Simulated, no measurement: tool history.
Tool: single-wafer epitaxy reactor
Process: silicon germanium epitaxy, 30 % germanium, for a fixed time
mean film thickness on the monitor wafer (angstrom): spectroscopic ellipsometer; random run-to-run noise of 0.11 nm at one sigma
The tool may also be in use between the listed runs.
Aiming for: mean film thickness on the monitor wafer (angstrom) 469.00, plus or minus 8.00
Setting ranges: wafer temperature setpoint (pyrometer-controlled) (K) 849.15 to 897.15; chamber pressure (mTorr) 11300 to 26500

run    day  wafer temperature setpoint (pyrometer-controlled) (K)  chamber pressure (mTorr)  mean film thickness on the monitor wafer (angstrom)
  1  0.000                                                 873.15                     18900                                               601.25
  2  0.279                                                 873.15                     21300                                               633.13
  3  0.562                                                 879.15                     21300                                               715.28
  4  0.938                                                 879.15                     18900                                               681.07
  5  1.204                                                 875.15                     18800                                               625.71
  6  1.238                                                 872.15                     18800                                               588.51
  7  1.475                                                 860.15                     18600                                               454.65
  8  1.758                                                 860.15                     18600                                               454.45

Next run, 4 choices. One meets every target within its allowed miss, the rest don't. Which?
  A  2.042                                                 857.15                     19000                                                    ?
  B  2.042                                                 857.15                     18300                                                    ?
  C  2.042                                                 859.15                     21000                                                    ?
  D  2.042                                                 861.15                     16600                                                    ?

move  mean film thickness on the monitor wafer (angstrom)
   A                                               428.82
   B                                               422.23
   C                                               466.65
   D                                               442.15
A: further off than the last run
B: further off than the last run
C: every result within its allowed miss
D: further off than the last run
Answer: C

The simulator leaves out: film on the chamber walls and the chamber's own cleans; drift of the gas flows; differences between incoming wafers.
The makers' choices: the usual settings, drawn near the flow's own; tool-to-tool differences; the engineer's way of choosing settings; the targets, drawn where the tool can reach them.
